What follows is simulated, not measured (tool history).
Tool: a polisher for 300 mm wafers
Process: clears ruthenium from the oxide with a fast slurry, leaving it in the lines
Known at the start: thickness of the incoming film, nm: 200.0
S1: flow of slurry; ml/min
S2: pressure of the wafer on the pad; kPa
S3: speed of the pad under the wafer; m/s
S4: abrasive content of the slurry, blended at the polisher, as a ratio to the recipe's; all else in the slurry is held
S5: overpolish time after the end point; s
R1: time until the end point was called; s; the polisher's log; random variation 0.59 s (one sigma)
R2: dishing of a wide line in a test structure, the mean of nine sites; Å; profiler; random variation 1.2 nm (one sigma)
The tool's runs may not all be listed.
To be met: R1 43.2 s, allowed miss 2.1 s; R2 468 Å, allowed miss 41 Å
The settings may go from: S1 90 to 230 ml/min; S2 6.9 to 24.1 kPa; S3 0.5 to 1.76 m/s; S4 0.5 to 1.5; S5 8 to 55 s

run,hour,S1,S2,S3,S4,S5,R1,R2
1,0,150,15.2,1.12,1,28,72.726,386.99
2,3.3,150,15.9,1.12,1,28,70.649,389.26
3,9.2,150,18.6,1.12,1,28,59.731,399.33
4,18,180,18.6,1.12,1,28,59.403,417.31
5,23,180,19.3,1.12,1,28,56.826,416.45
6,28.9,180,20,1.12,1,28,55.814,418.59
7,34.9,180,20.7,1.12,1,28,53.85,432.62
8,43,180,21.4,1.12,1,28,53.259,428.59
9,44.1,180,21.4,1.14,1,28,51.158,441.33
10,50.8,180,22.8,1.16,1,27,48.451,430.48

Which of these 5 next moves meets every target?
A,57.5,190,22.1,1.2,0.95,18,?,?
B,57.5,220,23.4,1.18,0.75,37,?,?
C,57.5,170,23.4,1.3,0.8,39,?,?
D,57.5,165,24.1,1.42,0.75,18,?,?
E,57.5,210,22.8,1.24,1.05,32,?,?

move,R1,R2
A,48.799,390.3
B,54.078,467.14
C,48.482,478.13
D,45.596,401.12
E,42.979,473.35
A: further off than the last run
B: further off than the last run
C: as far off as the last run
D: nearer than the last run, and not there yet
E: meets every target
Move E is the one to make.
